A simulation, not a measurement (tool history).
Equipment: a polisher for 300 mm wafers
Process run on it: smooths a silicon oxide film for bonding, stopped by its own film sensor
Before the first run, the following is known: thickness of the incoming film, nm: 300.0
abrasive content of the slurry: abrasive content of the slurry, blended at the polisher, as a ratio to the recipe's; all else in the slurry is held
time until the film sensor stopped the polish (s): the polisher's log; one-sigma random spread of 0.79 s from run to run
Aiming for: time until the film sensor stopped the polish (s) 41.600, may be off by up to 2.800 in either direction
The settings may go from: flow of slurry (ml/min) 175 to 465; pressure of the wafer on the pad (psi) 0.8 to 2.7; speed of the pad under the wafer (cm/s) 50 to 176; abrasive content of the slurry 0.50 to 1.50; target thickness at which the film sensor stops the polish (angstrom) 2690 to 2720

run,day,flow of slurry (ml/min),pressure of the wafer on the pad (psi),speed of the pad under the wafer (cm/s),abrasive content of the slurry,target thickness at which the film sensor stops the polish (angstrom),time until the film sensor stopped the polish (s)
1,0.000,295,1.7,112,1.00,2690,53.423
2,0.342,295,1.7,112,0.85,2690,57.274
3,0.708,360,1.7,112,0.85,2690,58.959
4,0.738,360,1.8,114,0.85,2690,55.670
5,1.083,360,1.9,116,0.85,2690,52.075
6,1.279,360,1.9,104,0.85,2690,53.365
7,1.567,360,2.0,104,0.85,2690,55.709
8,1.846,360,2.1,106,0.85,2690,50.769
9,2.012,360,2.2,108,0.85,2690,47.049
10,2.296,360,2.3,110,0.85,2690,44.282

Which single option among these 5 for the next run brings every result within its allowed miss of target? Just one does.
A,2.579,385,1.7,124,0.90,2690,?
B,2.579,355,2.2,98,0.80,2700,?
C,2.579,380,2.0,116,0.85,2700,?
D,2.579,355,2.3,94,1.00,2690,?
E,2.579,345,2.2,118,0.90,2700,?

move,time until the film sensor stopped the polish (s)
A,51.651
B,51.236
C,46.997
D,46.527
E,41.390
A: the biggest miss grows against the last run
B: the biggest miss grows against the last run
C: the biggest miss grows against the last run
D: the biggest miss grows against the last run
E: each result inside its tolerance
The right move is E.
